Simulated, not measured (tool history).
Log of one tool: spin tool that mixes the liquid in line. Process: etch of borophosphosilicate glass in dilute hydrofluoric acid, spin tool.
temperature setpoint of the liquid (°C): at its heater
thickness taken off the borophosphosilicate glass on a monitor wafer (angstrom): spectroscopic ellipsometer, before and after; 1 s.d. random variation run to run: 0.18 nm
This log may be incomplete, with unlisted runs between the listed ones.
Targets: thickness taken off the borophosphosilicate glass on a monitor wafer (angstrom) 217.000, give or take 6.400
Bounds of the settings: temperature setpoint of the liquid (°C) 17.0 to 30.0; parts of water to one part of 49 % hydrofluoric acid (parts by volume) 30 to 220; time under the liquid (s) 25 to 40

run	hour	temperature setpoint of the liquid (°C)	parts of water to one part of 49 % hydrofluoric acid (parts by volume)	time under the liquid (s)	thickness taken off the borophosphosilicate glass on a monitor wafer (angstrom)
1	0.0	22.0	125	40	123.190
2	1.6	22.0	140	40	110.100
3	6.8	23.0	135	40	116.710
4	10.4	20.5	135	40	107.170
5	18.5	17.5	135	40	93.989
6	23.1	18.5	130	40	101.190
# hour 23.9: hydrofluoric acid flow meter replaced
7	23.9	19.5	125	40	126.120
8	30.5	20.5	125	40	131.390
9	39.1	21.5	125	40	135.830
10	43.6	22.5	125	40	140.460

Which one of the following 4 next-run settings gets every result inside its allowed miss? There is exactly one.
A	48.1	24.0	90	35	?
B	48.1	26.0	65	30	?
C	48.1	24.0	105	40	?
D	48.1	22.5	85	40	?

move	thickness taken off the borophosphosilicate glass on a monitor wafer (angstrom)
A	189.390
B	251.540
C	182.130
D	217.090
A: moves toward the targets from the last run without getting all of them in spec
B: takes the biggest miss from the last run beyond its target
C: moves toward the targets from the last run without getting all of them in spec
D: in spec on every target
The right move is D.
